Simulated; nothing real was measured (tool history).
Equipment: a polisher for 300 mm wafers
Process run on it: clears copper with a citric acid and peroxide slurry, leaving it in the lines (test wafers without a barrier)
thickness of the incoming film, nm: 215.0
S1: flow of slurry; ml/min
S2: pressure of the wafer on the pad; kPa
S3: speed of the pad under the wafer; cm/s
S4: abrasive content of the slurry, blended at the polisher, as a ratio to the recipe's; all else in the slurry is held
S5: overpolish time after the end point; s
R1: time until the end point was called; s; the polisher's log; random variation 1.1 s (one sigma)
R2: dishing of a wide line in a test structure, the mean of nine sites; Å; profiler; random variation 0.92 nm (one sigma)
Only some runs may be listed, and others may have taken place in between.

run  hour   S1    S2   S3   S4  S5      R1      R2
  1     0  230  15.2  106    1  16  121.09  153.09
  2     1  230  15.2  106    1  22  125.75  214.26
  3   2.5  230  15.2  106  0.9  22  126.98  204.22
  4  10.4  230  15.2  106  0.9  19  124.16  186.59
  5  16.2  230  15.2  106  0.9  24  126.58  227.18
  6  23.6  230  17.9  108  0.9  25  104.33  272.04
  7  27.3  230  19.3  110  0.9  26  95.433  315.58
  8  33.6  230  20.7  110  0.9  26  87.527   320.9
  9    39  230  21.4  112  0.9  27  88.246  357.93
 10  45.7  230  22.1  114  0.9  27  82.678  363.09
 11  52.1  230  22.8  114  0.9  27  81.176  374.39

Predict the results of run 12:
 12  58.6  230  22.8  114  0.9  27   ?   ?

For run 12 the tool returned R1 77.969 s, R2 381.44 Å.
